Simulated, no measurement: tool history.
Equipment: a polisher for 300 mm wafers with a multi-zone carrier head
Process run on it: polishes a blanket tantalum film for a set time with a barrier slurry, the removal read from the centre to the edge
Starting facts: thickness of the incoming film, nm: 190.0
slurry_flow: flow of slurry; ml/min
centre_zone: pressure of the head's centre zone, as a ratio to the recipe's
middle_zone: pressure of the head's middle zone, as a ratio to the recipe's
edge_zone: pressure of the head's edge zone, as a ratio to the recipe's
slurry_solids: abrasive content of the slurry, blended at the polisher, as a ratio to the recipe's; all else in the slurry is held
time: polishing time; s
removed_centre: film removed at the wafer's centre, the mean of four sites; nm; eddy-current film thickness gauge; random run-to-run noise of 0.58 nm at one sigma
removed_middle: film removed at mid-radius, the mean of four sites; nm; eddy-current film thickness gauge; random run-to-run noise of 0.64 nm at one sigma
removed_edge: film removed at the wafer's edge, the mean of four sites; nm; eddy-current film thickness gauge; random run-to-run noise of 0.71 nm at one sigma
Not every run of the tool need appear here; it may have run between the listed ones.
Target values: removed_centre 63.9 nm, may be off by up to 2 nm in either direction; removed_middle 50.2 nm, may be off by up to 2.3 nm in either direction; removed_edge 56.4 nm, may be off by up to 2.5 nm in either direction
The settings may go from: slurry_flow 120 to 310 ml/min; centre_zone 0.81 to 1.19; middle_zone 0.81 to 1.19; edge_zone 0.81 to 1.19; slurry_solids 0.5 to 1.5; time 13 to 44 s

run 1 hour=0 | slurry_flow=200 centre_zone=1 middle_zone=1 edge_zone=1 slurry_solids=1 time=28 | removed_centre=78.884 removed_middle=70.083 removed_edge=71.987
run 2 hour=5.3 | slurry_flow=240 centre_zone=1 middle_zone=1 edge_zone=1 slurry_solids=1 time=28 | removed_centre=81.371 removed_middle=72.369 removed_edge=72.417
run 3 hour=8.6 | slurry_flow=240 centre_zone=1 middle_zone=1.05 edge_zone=1 slurry_solids=1 time=28 | removed_centre=80.433 removed_middle=75.224 removed_edge=72.973
run 4 hour=12.6 | slurry_flow=230 centre_zone=0.99 middle_zone=0.99 edge_zone=0.98 slurry_solids=0.85 time=28 | removed_centre=76.915 removed_middle=70.408 removed_edge=69.837
run 5 hour=14.6 | slurry_flow=250 centre_zone=0.99 middle_zone=0.99 edge_zone=0.98 slurry_solids=0.85 time=28 | removed_centre=77.612 removed_middle=71.239 removed_edge=71.557
run 6 hour=19.1 | slurry_flow=250 centre_zone=0.99 middle_zone=0.99 edge_zone=0.93 slurry_solids=0.85 time=28 | removed_centre=78.426 removed_middle=68.921 removed_edge=68.661
-- hour=25.5 centre zone pressure recalibrated
run 7 hour=25.5 | slurry_flow=235 centre_zone=0.98 middle_zone=0.94 edge_zone=0.9 slurry_solids=0.75 time=27 | removed_centre=66.552 removed_middle=62.91 removed_edge=64.285
run 8 hour=27.4 | slurry_flow=235 centre_zone=1.02 middle_zone=0.91 edge_zone=0.89 slurry_solids=0.7 time=26 | removed_centre=64.221 removed_middle=57.317 removed_edge=59.62
run 9 hour=28.2 | slurry_flow=235 centre_zone=1.04 middle_zone=0.88 edge_zone=0.88 slurry_solids=0.7 time=26 | removed_centre=66.366 removed_middle=55.826 removed_edge=59.743
run 10 hour=35.1 | slurry_flow=230 centre_zone=1.05 middle_zone=0.86 edge_zone=0.87 slurry_solids=0.7 time=26 | removed_centre=66.366 removed_middle=54.458 removed_edge=59.402

Below are 4 possible settings for the next run. Only one of them brings all results inside the allowed miss of their targets. Which is it?
run A hour=42 | slurry_flow=265 centre_zone=1.06 middle_zone=0.91 edge_zone=0.82 slurry_solids=0.75 time=25 | removed_centre=? removed_middle=? removed_edge=?
run B hour=42 | slurry_flow=270 centre_zone=1.01 middle_zone=0.85 edge_zone=0.84 slurry_solids=0.85 time=25 | removed_centre=? removed_middle=? removed_edge=?
run C hour=42 | slurry_flow=215 centre_zone=0.97 middle_zone=0.98 edge_zone=0.85 slurry_solids=0.75 time=27 | removed_centre=? removed_middle=? removed_edge=?
run D hour=42 | slurry_flow=195 centre_zone=1.09 middle_zone=0.86 edge_zone=0.94 slurry_solids=0.8 time=24 | removed_centre=? removed_middle=? removed_edge=?

move=A removed_centre=67.218 removed_middle=56.703 removed_edge=57.166
move=B removed_centre=65.669 removed_middle=55.088 removed_edge=59.286
move=C removed_centre=64.449 removed_middle=63.337 removed_edge=61.414
move=D removed_centre=64.075 removed_middle=50.473 removed_edge=57.306
A: misses by more than the last run did
B: misses by more than the last run did
C: misses by more than the last run did
D: all results in spec
D is the move that brings every result within its allowed miss.

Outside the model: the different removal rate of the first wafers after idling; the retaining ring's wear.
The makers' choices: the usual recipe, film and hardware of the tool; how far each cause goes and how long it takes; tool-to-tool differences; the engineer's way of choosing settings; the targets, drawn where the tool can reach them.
